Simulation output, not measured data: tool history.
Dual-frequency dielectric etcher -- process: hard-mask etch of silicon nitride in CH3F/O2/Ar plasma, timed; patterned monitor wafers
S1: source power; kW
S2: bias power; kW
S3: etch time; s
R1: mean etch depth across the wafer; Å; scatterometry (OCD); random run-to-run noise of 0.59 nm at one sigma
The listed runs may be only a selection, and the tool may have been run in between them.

{"run": 1, "hour": 0.0, "S1": 0.34, "S2": 0.057, "S3": 200.5, "R1": 1276.4}
{"run": 2, "hour": 5.0, "S1": 0.36, "S2": 0.058, "S3": 200.5, "R1": 1315.2}
{"run": 3, "hour": 13.3, "S1": 0.39, "S2": 0.058, "S3": 200.5, "R1": 1371.3}
{"run": 4, "hour": 19.5, "S1": 0.39, "S2": 0.051, "S3": 200.5, "R1": 1293.1}
{"run": 5, "hour": 22.9, "S1": 0.35, "S2": 0.051, "S3": 200.5, "R1": 1225.1}
{"run": 6, "hour": 28.7, "S1": 0.35, "S2": 0.051, "S3": 210, "R1": 1286.7}
{"run": 7, "hour": 34.2, "S1": 0.37, "S2": 0.051, "S3": 210, "R1": 1320.3}
{"run": 8, "hour": 37.5, "S1": 0.38, "S2": 0.051, "S3": 210, "R1": 1330.1}
{"run": 9, "hour": 46.5, "S1": 0.39, "S2": 0.051, "S3": 210, "R1": 1345.5}

What does the tool deliver on the next run?
{"run": 10, "hour": 51.7, "S1": 0.4, "S2": 0.051, "S3": 210, "R1": "?"}

{"run 10": {"R1": 1366.4}}
